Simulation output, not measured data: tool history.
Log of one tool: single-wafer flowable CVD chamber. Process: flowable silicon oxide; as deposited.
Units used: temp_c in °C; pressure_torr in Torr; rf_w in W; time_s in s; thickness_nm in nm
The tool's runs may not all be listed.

run,hour,temp_c,pressure_torr,rf_w,time_s,thickness_nm
1,0,110,1.12,2550,594,374.84
2,2.5,108,1.12,2550,594,403.36
3,9.5,106,1.12,2550,594,432.23
4,16.1,105,1.12,2550,594,450.48
5,18.9,110,1.12,2550,594,373.68
6,21.3,110,1.01,2550,594,335.67

Run 7, settings as shown, results not yet in. Your forecast:
7,21.9,107,1.01,2550,594,?

Run 7 yielded thickness_nm 377.21 nm.
